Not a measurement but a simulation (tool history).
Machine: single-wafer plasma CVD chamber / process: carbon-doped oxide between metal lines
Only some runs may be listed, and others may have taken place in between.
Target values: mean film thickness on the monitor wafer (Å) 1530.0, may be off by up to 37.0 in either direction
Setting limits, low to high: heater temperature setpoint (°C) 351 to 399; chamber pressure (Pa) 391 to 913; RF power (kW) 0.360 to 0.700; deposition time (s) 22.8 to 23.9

run	hour	heater temperature setpoint (°C)	chamber pressure (Pa)	RF power (kW)	deposition time (s)	mean film thickness on the monitor wafer (Å)
1	0.0	375	652	0.530	23.9	1231.4
2	7.7	375	652	0.605	23.9	1362.8
3	13.6	375	761	0.605	23.9	1397.3
4	19.4	375	772	0.610	23.9	1422.3
5	24.8	364	772	0.610	23.9	1457.4
6	32.6	364	779	0.610	23.9	1470.2
7	33.6	364	784	0.610	23.9	1446.1
8	42.3	364	789	0.615	23.9	1475.7
9	48.9	364	795	0.615	23.9	1471.1
10	53.9	364	800	0.615	23.9	1472.6
11	57.5	364	805	0.615	23.9	1466.0
12	58.5	364	808	0.620	23.9	1483.0
13	66.0	364	812	0.620	23.9	1486.4
14	73.7	364	816	0.620	23.9	1484.7
15	77.2	364	820	0.620	23.9	1487.0
16	81.9	364	824	0.620	23.9	1483.1

5 candidate next runs follow, results not yet known. Just one meets every target within its allowed miss. Identify it.
A	86.6	366	845	0.640	23.9	?
B	86.6	369	715	0.610	23.9	?
C	86.6	367	819	0.630	22.8	?
D	86.6	370	708	0.645	23.6	?
E	86.6	356	873	0.615	22.9	?

move	mean film thickness on the monitor wafer (Å)
A	1504.1
B	1411.3
C	1410.1
D	1452.5
E	1435.6
A: meets every target
B: moves away from the targets compared with the last run
C: moves away from the targets compared with the last run
D: moves away from the targets compared with the last run
E: moves away from the targets compared with the last run
Go with A: it meets all targets.
